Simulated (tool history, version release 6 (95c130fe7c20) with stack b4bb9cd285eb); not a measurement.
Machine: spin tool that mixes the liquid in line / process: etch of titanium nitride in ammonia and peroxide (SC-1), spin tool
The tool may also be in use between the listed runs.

| run | hour | temperature setpoint of the liquid (K) | parts of water to one part of 30 % peroxide (parts by volume) | parts of 29 % ammonia solution to one part of 30 % peroxide (parts by volume) | time under the liquid (s) | thickness taken off the titanium nitride on a monitor wafer (Å) |
|---|---|---|---|---|---|---|
| 1 | 0 | 329.15 | 29.5 | 0.65 | 190 | 88.661 |
| 2 | 5.2 | 327.65 | 29.5 | 0.65 | 190 | 79.433 |
| 3 | 9.4 | 327.65 | 29.5 | 0.65 | 190 | 80.573 |
| 4 | 12.4 | 327.65 | 29.5 | 0.65 | 205 | 87.812 |
| 5 | 18 | 332.15 | 29.5 | 0.65 | 205 | 118.53 |
| 6 | 19.6 | 332.15 | 29.5 | 0.75 | 205 | 120.02 |
| 7 | 22.2 | 324.15 | 30 | 0.75 | 205 | 69.886 |

Run 8 is up next; what results do you expect?
| 8 | 27.1 | 323.15 | 30 | 0.75 | 205 | ? |

Logged for run 8: thickness taken off the titanium nitride on a monitor wafer (Å) 65.635.
